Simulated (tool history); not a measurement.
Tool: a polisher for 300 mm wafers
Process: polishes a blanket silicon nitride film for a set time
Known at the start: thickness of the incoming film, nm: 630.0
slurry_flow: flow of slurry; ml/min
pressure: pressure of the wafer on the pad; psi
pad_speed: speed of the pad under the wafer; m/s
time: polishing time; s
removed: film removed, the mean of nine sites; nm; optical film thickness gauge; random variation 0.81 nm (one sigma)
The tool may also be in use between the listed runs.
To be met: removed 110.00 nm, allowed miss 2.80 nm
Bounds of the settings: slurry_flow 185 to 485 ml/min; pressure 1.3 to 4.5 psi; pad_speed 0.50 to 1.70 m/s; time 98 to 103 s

run 1 hour=0.0 | slurry_flow=310 pressure=2.9 pad_speed=1.10 time=98 | removed=130.58
run 2 hour=7.3 | slurry_flow=310 pressure=2.8 pad_speed=1.10 time=98 | removed=127.91
run 3 hour=9.6 | slurry_flow=310 pressure=2.7 pad_speed=1.10 time=98 | removed=123.56
run 4 hour=16.6 | slurry_flow=310 pressure=3.0 pad_speed=1.10 time=98 | removed=132.42
run 5 hour=22.0 | slurry_flow=310 pressure=3.4 pad_speed=1.10 time=98 | removed=143.59
run 6 hour=30.3 | slurry_flow=310 pressure=3.2 pad_speed=1.10 time=98 | removed=138.23
run 7 hour=36.1 | slurry_flow=310 pressure=3.0 pad_speed=1.10 time=98 | removed=132.40
run 8 hour=40.5 | slurry_flow=310 pressure=2.9 pad_speed=1.10 time=98 | removed=128.64
run 9 hour=42.2 | slurry_flow=310 pressure=2.8 pad_speed=1.10 time=98 | removed=127.10
run 10 hour=49.8 | slurry_flow=310 pressure=2.7 pad_speed=1.10 time=98 | removed=122.80
run 11 hour=57.0 | slurry_flow=310 pressure=2.6 pad_speed=1.10 time=98 | removed=120.18
run 12 hour=57.9 | slurry_flow=310 pressure=2.5 pad_speed=1.10 time=98 | removed=117.79

Which of these 5 next moves meets every target?
run A hour=58.8 | slurry_flow=295 pressure=2.4 pad_speed=1.12 time=98 | removed=?
run B hour=58.8 | slurry_flow=295 pressure=2.3 pad_speed=1.06 time=99 | removed=?
run C hour=58.8 | slurry_flow=270 pressure=3.3 pad_speed=1.00 time=103 | removed=?
run D hour=58.8 | slurry_flow=315 pressure=2.5 pad_speed=1.18 time=102 | removed=?
run E hour=58.8 | slurry_flow=330 pressure=2.9 pad_speed=0.96 time=99 | removed=?

move=A removed=116.21
move=B removed=109.40
move=C removed=136.75
move=D removed=130.15
move=E removed=118.49
A: nearer than the last run, and not there yet
B: meets every target
C: further off than the last run
D: further off than the last run
E: further off than the last run
Move B is the one to make.
